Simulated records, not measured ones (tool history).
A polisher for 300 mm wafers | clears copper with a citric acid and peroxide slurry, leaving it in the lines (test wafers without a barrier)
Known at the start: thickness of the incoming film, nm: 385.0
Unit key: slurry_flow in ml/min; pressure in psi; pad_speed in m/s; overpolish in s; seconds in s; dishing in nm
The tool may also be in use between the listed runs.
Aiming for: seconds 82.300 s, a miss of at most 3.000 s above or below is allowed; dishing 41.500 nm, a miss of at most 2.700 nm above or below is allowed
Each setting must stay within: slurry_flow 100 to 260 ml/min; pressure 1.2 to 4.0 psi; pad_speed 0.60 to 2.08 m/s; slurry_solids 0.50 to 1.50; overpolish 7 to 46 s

| run | day | slurry_flow | pressure | pad_speed | slurry_solids | overpolish | seconds | dishing |
|---|---|---|---|---|---|---|---|---|
| 1 | 0.000 | 165 | 2.6 | 1.34 | 1.00 | 24 | 136.200 | 34.151 |
| 2 | 0.212 | 170 | 2.9 | 1.34 | 1.00 | 23 | 120.800 | 34.386 |
| 3 | 0.433 | 170 | 2.9 | 1.34 | 1.15 | 23 | 118.370 | 35.090 |
| 4 | 0.588 | 170 | 2.9 | 1.34 | 1.15 | 32 | 117.380 | 40.262 |
| 5 | 0.671 | 170 | 3.3 | 1.34 | 1.15 | 32 | 105.140 | 43.072 |
| 6 | 0.900 | 170 | 2.8 | 1.34 | 1.15 | 32 | 120.260 | 39.791 |
| 7 | 1.075 | 180 | 3.1 | 1.34 | 1.15 | 29 | 107.910 | 38.408 |
| 8 | 1.371 | 190 | 3.8 | 1.36 | 1.15 | 27 | 88.801 | 43.512 |

Pick the move, out of 5, that brings all results within their allowed miss; only one does.
| A | 1.667 | 215 | 4.0 | 1.38 | 1.10 | 23 | ? | ? |
| B | 1.667 | 195 | 3.6 | 1.16 | 1.20 | 29 | ? | ? |
| C | 1.667 | 195 | 3.8 | 1.36 | 1.05 | 29 | ? | ? |
| D | 1.667 | 185 | 3.4 | 1.44 | 1.25 | 24 | ? | ? |
| E | 1.667 | 260 | 2.7 | 1.60 | 1.15 | 29 | ? | ? |

| move | seconds | dishing |
|---|---|---|
| A | 82.324 | 41.367 |
| B | 106.440 | 40.857 |
| C | 89.972 | 43.420 |
| D | 90.615 | 40.233 |
| E | 100.690 | 41.030 |
A: all results land within tolerance of their targets
B: moves away from the targets compared with the last run
C: moves away from the targets compared with the last run
D: moves away from the targets compared with the last run
E: moves away from the targets compared with the last run
So the answer is move A, the one that meets all the targets.

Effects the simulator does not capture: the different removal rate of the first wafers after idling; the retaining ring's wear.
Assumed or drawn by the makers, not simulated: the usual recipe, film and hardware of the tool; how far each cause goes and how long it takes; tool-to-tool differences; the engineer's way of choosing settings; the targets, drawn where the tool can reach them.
